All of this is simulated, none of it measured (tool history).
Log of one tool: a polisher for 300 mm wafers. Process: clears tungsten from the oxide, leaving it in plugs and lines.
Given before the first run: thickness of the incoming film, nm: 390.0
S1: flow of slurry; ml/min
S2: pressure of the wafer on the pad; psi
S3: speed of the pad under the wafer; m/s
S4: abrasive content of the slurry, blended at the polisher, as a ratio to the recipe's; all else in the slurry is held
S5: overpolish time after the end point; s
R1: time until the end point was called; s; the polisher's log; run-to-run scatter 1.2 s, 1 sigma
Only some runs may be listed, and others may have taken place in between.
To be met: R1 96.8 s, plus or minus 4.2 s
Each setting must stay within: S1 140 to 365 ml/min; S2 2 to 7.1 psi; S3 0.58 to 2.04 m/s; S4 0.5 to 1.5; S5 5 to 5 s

{"run": 1, "hour": 0.0, "S1": 235, "S2": 4.5, "S3": 1.3, "S4": 1, "S5": 5, "R1": 52.578}
{"run": 2, "hour": 7.4, "S1": 235, "S2": 3.8, "S3": 1.28, "S4": 1, "S5": 5, "R1": 63.891}
{"run": 3, "hour": 14.7, "S1": 235, "S2": 3.8, "S3": 1.28, "S4": 1, "S5": 5, "R1": 64.27}
{"run": 4, "hour": 22.1, "S1": 235, "S2": 3.1, "S3": 1.28, "S4": 1, "S5": 5, "R1": 80.317}
{"run": 5, "hour": 31.0, "S1": 235, "S2": 3.7, "S3": 1.28, "S4": 1, "S5": 5, "R1": 68.144}
{"run": 6, "hour": 38.0, "S1": 235, "S2": 3.7, "S3": 1.28, "S4": 1, "S5": 5, "R1": 67.322}
{"run": 7, "hour": 42.7, "S1": 235, "S2": 3.4, "S3": 1.28, "S4": 1, "S5": 5, "R1": 72.451}
{"run": 8, "hour": 49.0, "S1": 235, "S2": 3.1, "S3": 1.28, "S4": 1, "S5": 5, "R1": 78.47}
{"run": 9, "hour": 55.8, "S1": 235, "S2": 2.9, "S3": 1.28, "S4": 1, "S5": 5, "R1": 84.82}
{"run": 10, "hour": 63.3, "S1": 235, "S2": 2.3, "S3": 1.28, "S4": 1, "S5": 5, "R1": 104.35}

4 candidate next runs follow, results not yet known. Just one meets every target within its allowed miss. Identify it.
{"run": "A", "hour": 70.8, "S1": 235, "S2": 2.2, "S3": 1.22, "S4": 0.95, "S5": 5, "R1": "?"}
{"run": "B", "hour": 70.8, "S1": 265, "S2": 2.3, "S3": 1.18, "S4": 0.85, "S5": 5, "R1": "?"}
{"run": "C", "hour": 70.8, "S1": 265, "S2": 2.7, "S3": 1.04, "S4": 0.8, "S5": 5, "R1": "?"}
{"run": "D", "hour": 70.8, "S1": 210, "S2": 2.5, "S3": 1.34, "S4": 0.95, "S5": 5, "R1": "?"}

move=A R1=114.87
move=B R1=115.36
move=C R1=113.67
move=D R1=94.368
A: moves away from the targets compared with the last run
B: moves away from the targets compared with the last run
C: moves away from the targets compared with the last run
D: every result lands within tolerance
The right move is D.
